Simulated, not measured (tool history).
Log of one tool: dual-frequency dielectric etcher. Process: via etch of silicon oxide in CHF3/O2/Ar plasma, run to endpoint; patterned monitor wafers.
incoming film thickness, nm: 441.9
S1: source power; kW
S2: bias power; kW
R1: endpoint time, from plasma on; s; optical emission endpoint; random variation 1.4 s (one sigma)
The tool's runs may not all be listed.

{"run": 1, "hour": 0.0, "S1": 0.85, "S2": 0.17, "R1": 201.63}
{"run": 2, "hour": 8.7, "S1": 0.91, "S2": 0.174, "R1": 196.68}
{"run": 3, "hour": 11.8, "S1": 0.83, "S2": 0.174, "R1": 204.06}
{"run": 4, "hour": 14.1, "S1": 0.89, "S2": 0.179, "R1": 196.33}
{"run": 5, "hour": 20.6, "S1": 0.93, "S2": 0.183, "R1": 193.37}
{"hour": 21.4, "done": "source power generator calibrated"}
{"run": 6, "hour": 21.4, "S1": 0.97, "S2": 0.187, "R1": 186.63}

Run 7 comes next. What will it give?
{"run": 7, "hour": 23.8, "S1": 0.99, "S2": 0.189, "R1": "?"}

Run 7 gave R1 186.22 s.
